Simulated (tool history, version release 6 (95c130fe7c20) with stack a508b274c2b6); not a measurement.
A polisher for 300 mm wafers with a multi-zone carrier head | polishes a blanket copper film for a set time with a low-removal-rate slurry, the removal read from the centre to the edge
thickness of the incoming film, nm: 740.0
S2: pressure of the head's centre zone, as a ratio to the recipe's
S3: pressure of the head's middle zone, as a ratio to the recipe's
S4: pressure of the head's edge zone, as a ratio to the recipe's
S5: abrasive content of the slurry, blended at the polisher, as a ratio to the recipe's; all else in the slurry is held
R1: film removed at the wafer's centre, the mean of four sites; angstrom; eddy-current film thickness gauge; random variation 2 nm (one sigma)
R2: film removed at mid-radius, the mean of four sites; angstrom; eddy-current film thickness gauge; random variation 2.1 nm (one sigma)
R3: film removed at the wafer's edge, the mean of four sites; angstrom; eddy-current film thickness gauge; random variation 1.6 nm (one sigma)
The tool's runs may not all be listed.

Run 1, day 0.000: flow of slurry (ml/min) 270, S2 1.00, S3 1.00, S4 1.00, S5 1.00, polishing time (s) 67. Result: R1 1935.6 angstrom, R2 1926.3 angstrom, R3 1985.5 angstrom.
Run 2, day 0.188: flow of slurry (ml/min) 270, S2 1.00, S3 1.00, S4 0.98, S5 0.90, polishing time (s) 65. Result: R1 1816.8 angstrom, R2 1763.2 angstrom, R3 1838.3 angstrom.
Run 3, day 0.425: flow of slurry (ml/min) 270, S2 1.00, S3 1.01, S4 0.96, S5 0.85, polishing time (s) 65. Result: R1 1842.3 angstrom, R2 1809.1 angstrom, R3 1850.4 angstrom.
Run 4, day 0.558: flow of slurry (ml/min) 270, S2 1.00, S3 1.01, S4 0.95, S5 0.80, polishing time (s) 63. Result: R1 1733.5 angstrom, R2 1782.7 angstrom, R3 1741.7 angstrom.
Run 5, day 0.838: flow of slurry (ml/min) 270, S2 1.00, S3 0.99, S4 0.94, S5 0.75, polishing time (s) 62. Result: R1 1708.9 angstrom, R2 1672.6 angstrom, R3 1654.5 angstrom.
Run 6, day 0.908: flow of slurry (ml/min) 270, S2 0.99, S3 0.98, S4 0.93, S5 0.75, polishing time (s) 62. Result: R1 1654.3 angstrom, R2 1673.2 angstrom, R3 1691.1 angstrom.
Run 7, day 1.175: flow of slurry (ml/min) 270, S2 0.99, S3 0.98, S4 0.93, S5 0.75, polishing time (s) 62. Result: R1 1656.0 angstrom, R2 1641.7 angstrom, R3 1631.4 angstrom.
Run 8, day 1.404: flow of slurry (ml/min) 270, S2 0.99, S3 0.98, S4 0.93, S5 0.75, polishing time (s) 62. Result: R1 1649.8 angstrom, R2 1616.3 angstrom, R3 1666.8 angstrom.

The next listed run, before its measurement:
Run 9, day 1.708: flow of slurry (ml/min) 270, S2 0.99, S3 0.98, S4 0.92, S5 0.70, polishing time (s) 62. Result: R1 ?, R2 ?, R3 ?.

Run 9 gave R1 1631.4 angstrom, R2 1667.0 angstrom, R3 1632.6 angstrom.

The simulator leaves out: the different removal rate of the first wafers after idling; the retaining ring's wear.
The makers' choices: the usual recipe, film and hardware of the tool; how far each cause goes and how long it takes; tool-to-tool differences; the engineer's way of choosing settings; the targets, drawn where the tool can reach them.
